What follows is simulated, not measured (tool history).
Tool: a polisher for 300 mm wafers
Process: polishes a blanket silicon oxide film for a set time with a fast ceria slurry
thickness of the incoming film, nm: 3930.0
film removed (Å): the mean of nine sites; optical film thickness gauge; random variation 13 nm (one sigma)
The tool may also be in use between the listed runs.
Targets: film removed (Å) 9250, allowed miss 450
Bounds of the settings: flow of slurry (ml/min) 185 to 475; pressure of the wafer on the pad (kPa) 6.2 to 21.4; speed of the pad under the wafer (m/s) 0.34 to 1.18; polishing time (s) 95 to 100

run	day	flow of slurry (ml/min)	pressure of the wafer on the pad (kPa)	speed of the pad under the wafer (m/s)	polishing time (s)	film removed (Å)
1	0	305	13.8	0.76	95	6309.5
2	0.358	305	13.8	0.76	95	6434.6
3	0.633	305	15.2	0.76	95	6914.9
4	0.821	305	15.2	0.66	95	5994
# day 0.967: worn pad replaced by a new one
5	0.967	305	13.1	0.66	95	5868
6	1.225	305	14.5	0.66	95	6398.6
7	1.542	305	18.6	0.7	95	8400.9
8	1.629	305	19.3	0.7	95	8481.6

5 next moves are on the table. One of them brings every result within its allowed miss. Which?
A	1.717	280	19.3	0.7	100	?
B	1.717	340	12.4	0.82	100	?
C	1.717	285	17.2	0.64	95	?
D	1.717	320	19.3	0.58	100	?
E	1.717	345	17.9	0.62	97	?

move	film removed (Å)
A	9033.3
B	7272.5
C	7122.5
D	7636.6
E	7438.8
A: meets every target
B: further off than the last run
C: further off than the last run
D: further off than the last run
E: further off than the last run
Answer: A
